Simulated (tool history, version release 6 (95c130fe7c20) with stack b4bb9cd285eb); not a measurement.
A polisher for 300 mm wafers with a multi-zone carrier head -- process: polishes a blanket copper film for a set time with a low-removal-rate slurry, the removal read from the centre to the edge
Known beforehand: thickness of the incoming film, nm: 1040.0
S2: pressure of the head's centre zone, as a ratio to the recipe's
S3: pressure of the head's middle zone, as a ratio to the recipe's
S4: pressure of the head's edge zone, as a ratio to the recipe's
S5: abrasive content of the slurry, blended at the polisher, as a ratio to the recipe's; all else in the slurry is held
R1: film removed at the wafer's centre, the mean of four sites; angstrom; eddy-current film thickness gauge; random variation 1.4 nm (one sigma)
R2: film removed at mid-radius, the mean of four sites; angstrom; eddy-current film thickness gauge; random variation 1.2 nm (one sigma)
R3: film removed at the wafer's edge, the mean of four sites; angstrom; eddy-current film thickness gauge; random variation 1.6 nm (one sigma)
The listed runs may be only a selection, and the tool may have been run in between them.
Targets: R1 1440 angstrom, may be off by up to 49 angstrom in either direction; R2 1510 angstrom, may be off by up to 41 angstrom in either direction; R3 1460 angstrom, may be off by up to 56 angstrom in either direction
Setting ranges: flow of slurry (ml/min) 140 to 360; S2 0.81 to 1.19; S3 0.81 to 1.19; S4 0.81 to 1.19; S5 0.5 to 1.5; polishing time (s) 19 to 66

Run 1, hour 0: flow of slurry (ml/min) 230, S2 1, S3 1, S4 1, S5 1, polishing time (s) 42. Result: R1 1314.3 angstrom, R2 1287 angstrom, R3 1290.3 angstrom.
Run 2, hour 2.5: flow of slurry (ml/min) 240, S2 1, S3 1.02, S4 1.02, S5 1, polishing time (s) 42. Result: R1 1282.3 angstrom, R2 1309.6 angstrom, R3 1295.5 angstrom.
Run 3, hour 11.4: flow of slurry (ml/min) 200, S2 1, S3 1.02, S4 1.02, S5 1, polishing time (s) 42. Result: R1 1282.5 angstrom, R2 1282.4 angstrom, R3 1293.7 angstrom.
Run 4, hour 13.2: flow of slurry (ml/min) 200, S2 1, S3 1.02, S4 1.02, S5 1, polishing time (s) 53. Result: R1 1589.5 angstrom, R2 1619.7 angstrom, R3 1632.7 angstrom.
Run 5, hour 20.8: flow of slurry (ml/min) 200, S2 0.99, S3 1.02, S4 1, S5 0.95, polishing time (s) 53. Result: R1 1576.6 angstrom, R2 1611.1 angstrom, R3 1584.9 angstrom.
Run 6, hour 23: flow of slurry (ml/min) 195, S2 0.98, S3 1.02, S4 0.99, S5 0.95, polishing time (s) 53. Result: R1 1546.9 angstrom, R2 1599.7 angstrom, R3 1619.5 angstrom.
Run 7, hour 25.8: flow of slurry (ml/min) 200, S2 0.98, S3 1.02, S4 0.99, S5 0.9, polishing time (s) 53. Result: R1 1562.8 angstrom, R2 1613.8 angstrom, R3 1570.6 angstrom.
Run 8, hour 32: flow of slurry (ml/min) 195, S2 0.97, S3 1.02, S4 0.99, S5 0.85, polishing time (s) 53. Result: R1 1532.5 angstrom, R2 1579 angstrom, R3 1565.7 angstrom.
Run 9, hour 39.9: flow of slurry (ml/min) 195, S2 0.96, S3 1.02, S4 0.98, S5 0.8, polishing time (s) 53. Result: R1 1503.2 angstrom, R2 1560.5 angstrom, R3 1543.7 angstrom.
Run 10, hour 42.7: flow of slurry (ml/min) 195, S2 0.96, S3 1.02, S4 0.98, S5 0.8, polishing time (s) 53. Result: R1 1491.8 angstrom, R2 1548.9 angstrom, R3 1549.7 angstrom.
Run 11, hour 44.8: flow of slurry (ml/min) 195, S2 0.96, S3 1.02, S4 0.97, S5 0.8, polishing time (s) 53. Result: R1 1466.4 angstrom, R2 1561.7 angstrom, R3 1545.4 angstrom.

Pick the move, out of 4, that brings all results within their allowed miss; only one does.
Run A, hour 46.9: flow of slurry (ml/min) 225, S2 1, S3 0.97, S4 0.88, S5 0.65, polishing time (s) 54. Result: R1 ?, R2 ?, R3 ?.
Run B, hour 46.9: flow of slurry (ml/min) 220, S2 0.98, S3 1.05, S4 1.03, S5 0.85, polishing time (s) 53. Result: R1 ?, R2 ?, R3 ?.
Run C, hour 46.9: flow of slurry (ml/min) 220, S2 0.96, S3 1.01, S4 1, S5 0.8, polishing time (s) 55. Result: R1 ?, R2 ?, R3 ?.
Run D, hour 46.9: flow of slurry (ml/min) 190, S2 0.97, S3 1.03, S4 0.97, S5 0.7, polishing time (s) 52. Result: R1 ?, R2 ?, R3 ?.

move      R1      R2      R3
   A  1562.9  1509.4  1484.6
   B  1558.2  1636.4  1625.5
   C  1569.2  1631.3  1648.8
   D  1447.1  1514.8  1490.4
A: brings the result that was furthest off to its target, and leaves another outside
B: the biggest miss grows against the last run
C: the biggest miss grows against the last run
D: every result lands within tolerance
Go with D: it meets all targets.
